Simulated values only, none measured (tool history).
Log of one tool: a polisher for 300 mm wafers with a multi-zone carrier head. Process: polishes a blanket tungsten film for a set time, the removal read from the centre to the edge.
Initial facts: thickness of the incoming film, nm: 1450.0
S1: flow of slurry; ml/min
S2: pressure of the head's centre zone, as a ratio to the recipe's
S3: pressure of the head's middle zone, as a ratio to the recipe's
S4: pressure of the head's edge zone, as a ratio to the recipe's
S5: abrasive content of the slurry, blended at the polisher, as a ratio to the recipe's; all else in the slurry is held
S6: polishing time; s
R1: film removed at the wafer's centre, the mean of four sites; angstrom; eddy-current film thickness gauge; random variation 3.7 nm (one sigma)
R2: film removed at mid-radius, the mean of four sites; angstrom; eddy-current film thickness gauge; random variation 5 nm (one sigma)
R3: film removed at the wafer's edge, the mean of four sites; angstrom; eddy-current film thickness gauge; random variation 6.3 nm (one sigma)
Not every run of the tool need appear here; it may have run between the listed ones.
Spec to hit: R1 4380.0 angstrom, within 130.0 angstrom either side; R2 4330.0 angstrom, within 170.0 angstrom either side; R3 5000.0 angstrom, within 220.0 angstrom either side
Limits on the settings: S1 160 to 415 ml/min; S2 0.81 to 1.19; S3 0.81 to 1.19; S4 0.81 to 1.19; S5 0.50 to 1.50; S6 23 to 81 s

run   hour   S1    S2    S3    S4    S5  S6      R1      R2      R3
  1    0.0  265  1.00  1.00  1.00  1.00  52  2940.0  2898.0  3031.0
  2    4.8  265  1.00  1.00  0.97  1.00  52  2974.6  2951.0  2996.0
  3    7.3  265  1.00  1.00  0.97  1.00  42  2317.1  2342.4  2418.2
  4   15.9  265  1.00  1.00  1.05  1.00  42  2377.6  2387.3  2506.2
  5   22.2  265  1.00  1.00  1.05  1.00  52  2896.2  2920.3  3134.3
  6   28.8  265  1.00  1.00  1.05  1.00  62  3436.4  3525.9  3751.4
  7   29.6  265  1.01  0.99  1.07  1.10  63  3623.4  3614.6  3902.4
  8   33.3  265  1.01  0.98  1.09  1.15  65  3867.2  3804.4  4123.1
  9   38.9  265  1.00  0.97  1.11  1.20  66  3834.8  3833.2  4211.7
 10   47.8  265  1.00  0.96  1.12  1.25  67  3938.6  3906.8  4414.0
 11   55.4  270  1.00  0.96  1.13  1.30  67  4016.0  3913.6  4491.4
 12   62.6  280  1.00  0.97  1.14  1.35  67  4061.2  4058.8  4557.8
 13   69.1  285  1.00  0.97  1.15  1.40  67  4149.1  4120.8  4609.9
 14   76.2  290  1.00  0.97  1.16  1.40  67  4152.7  4083.2  4681.3
 15   80.0  300  1.00  0.97  1.17  1.40  67  4155.5  4106.2  4702.4
 16   87.6  300  1.00  0.97  1.17  1.40  67  4177.0  4055.5  4744.4
 17   88.8  305  1.00  0.98  1.17  1.40  67  4110.0  4143.0  4705.8
 18   94.5  310  1.00  0.98  1.17  1.40  67  4189.9  4126.9  4745.7
 19   98.9  315  1.00  0.98  1.17  1.40  67  4230.6  4137.6  4755.3
 20   99.9  315  1.00  0.98  1.17  1.40  67  4210.6  4191.0  4782.5
 21  103.1  320  1.00  0.98  1.17  1.40  67  4221.4  4189.8  4718.9

Consider the 5 candidate settings below. Which is the only one whose results all fall within their allowed miss of target?
  A  106.3  305  1.02  1.09  1.11  1.20  66   ?   ?   ?
  B  106.3  325  0.88  1.01  1.19  1.20  73   ?   ?   ?
  C  106.3  335  0.99  0.97  1.19  1.20  72   ?   ?   ?
  D  106.3  320  1.04  1.05  1.04  1.50  66   ?   ?   ?
  E  106.3  320  1.05  1.07  1.06  1.40  66   ?   ?   ?

move      R1      R2      R3
   A  4035.5  4208.8  4275.4
   B  3877.7  4454.4  4934.9
   C  4322.6  4287.6  4882.3
   D  4380.1  4363.4  4398.4
   E  4346.7  4343.9  4362.4
A: the biggest miss grows against the last run
B: meets the target for the result that was furthest off, but another lies outside its allowed miss
C: in spec on every target
D: the biggest miss grows against the last run
E: the biggest miss grows against the last run
Answer: C

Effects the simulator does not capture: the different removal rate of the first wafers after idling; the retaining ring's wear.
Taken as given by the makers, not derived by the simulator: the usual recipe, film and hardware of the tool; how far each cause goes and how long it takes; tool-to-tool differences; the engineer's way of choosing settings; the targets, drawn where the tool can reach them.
